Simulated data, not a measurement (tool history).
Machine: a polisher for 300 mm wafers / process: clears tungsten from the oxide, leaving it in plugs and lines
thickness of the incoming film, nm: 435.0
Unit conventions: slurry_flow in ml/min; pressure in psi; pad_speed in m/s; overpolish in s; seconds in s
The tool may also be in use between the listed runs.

run	hour	slurry_flow	pressure	pad_speed	slurry_solids	overpolish	seconds
1	0.0	275	4.3	1.00	1.0	43	98.564
2	3.2	275	3.5	1.00	1.0	43	113.020
3	6.9	275	3.0	1.00	1.0	43	120.920
4	8.4	275	3.3	1.02	1.0	43	111.620
5	9.8	275	3.3	1.02	1.0	46	112.740
6	16.7	275	3.3	1.02	1.2	46	104.150
7	20.1	275	3.5	1.04	1.2	46	105.660

Forecast run 8:
8	25.3	275	3.8	1.06	1.2	46	?

{"run 8": {"seconds": 95.881}}
